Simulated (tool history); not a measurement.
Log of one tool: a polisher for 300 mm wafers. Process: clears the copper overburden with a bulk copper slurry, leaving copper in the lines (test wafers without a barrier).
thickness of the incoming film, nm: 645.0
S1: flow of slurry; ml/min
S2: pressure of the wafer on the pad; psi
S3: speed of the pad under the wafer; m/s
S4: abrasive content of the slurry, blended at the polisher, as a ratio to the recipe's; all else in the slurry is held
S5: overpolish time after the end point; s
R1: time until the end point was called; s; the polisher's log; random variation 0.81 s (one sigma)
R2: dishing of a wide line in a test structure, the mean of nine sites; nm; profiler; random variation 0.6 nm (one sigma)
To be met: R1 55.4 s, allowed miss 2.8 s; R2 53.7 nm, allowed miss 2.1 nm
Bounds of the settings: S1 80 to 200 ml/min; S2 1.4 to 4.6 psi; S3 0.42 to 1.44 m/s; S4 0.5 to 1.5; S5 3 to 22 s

run  hour   S1   S2    S3    S4  S5      R1      R2
  1     0  130    3  0.92     1  11  71.141  60.392
  2     1  140  3.2  0.92     1  10  68.287  60.956
  3   4.4  170  3.2  0.92     1  10  66.526  60.995
  4   8.3  170  3.2  0.92   1.2  10  64.083  63.092
  5   9.9  170  3.2  0.92   1.2  12  62.226  72.333
  6  17.5  190  3.2  0.92   1.2  12   62.98  73.007
  7  24.6  190  3.3  0.94  1.25  10  59.195  66.204
  8  25.8  190  3.3  0.94   1.3   9  59.141  61.418
  9  33.5  195  3.5  0.96   1.3   6  54.306  47.308

Which of these 5 next moves meets every target?
  A  41.2  180  3.6     1   1.3   6   ?   ?
  B  41.2  180  3.5  1.02   1.3   6   ?   ?
  C  41.2  200    3   1.1   1.3   7   ?   ?
  D  41.2  200  3.5     1   1.3   5   ?   ?
  E  41.2  180  3.6  0.94  1.35   8   ?   ?

move      R1      R2
   A  52.008  49.362
   B  52.435  48.945
   C  55.741  52.437
   D  52.649  41.673
   E  54.869  59.992
A: nearer than the last run, and not there yet
B: nearer than the last run, and not there yet
C: meets every target
D: further off than the last run
E: takes the result that was furthest off past its target
The right move is C.
